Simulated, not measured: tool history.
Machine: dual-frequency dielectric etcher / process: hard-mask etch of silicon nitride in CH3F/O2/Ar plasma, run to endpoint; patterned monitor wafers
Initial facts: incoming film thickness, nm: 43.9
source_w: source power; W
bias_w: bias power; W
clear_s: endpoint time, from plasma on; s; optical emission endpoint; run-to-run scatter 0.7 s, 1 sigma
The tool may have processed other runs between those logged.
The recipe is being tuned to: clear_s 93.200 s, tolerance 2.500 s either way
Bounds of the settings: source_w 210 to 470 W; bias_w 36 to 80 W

run    day  source_w  bias_w  clear_s
  1  0.000       340      58   72.887
  2  0.029       380      58   70.489
  3  0.325       350      58   72.342
  4  0.550       310      51   81.545
  5  0.746       310      60   76.139
  6  1.100       280      57   81.903
  7  1.400       260      56   86.754
  8  1.442       220      55   97.317

Of the 5 settings listed for the next run, only one would bring every result within its allowed miss of target. Which one?
  A  1.483       230      62        ?
  B  1.483       250      57        ?
  C  1.483       240      52        ?
  D  1.483       210      57        ?
  E  1.483       210      50        ?

move  clear_s
   A   89.687
   B   87.978
   C   93.548
   D   98.560
   E  103.840
A: moves the result that the last run missed by most past its target, out the other side
B: moves the result that the last run missed by most past its target, out the other side
C: meets every target
D: lands further from the targets than the last run did
E: lands further from the targets than the last run did
C meets every target.
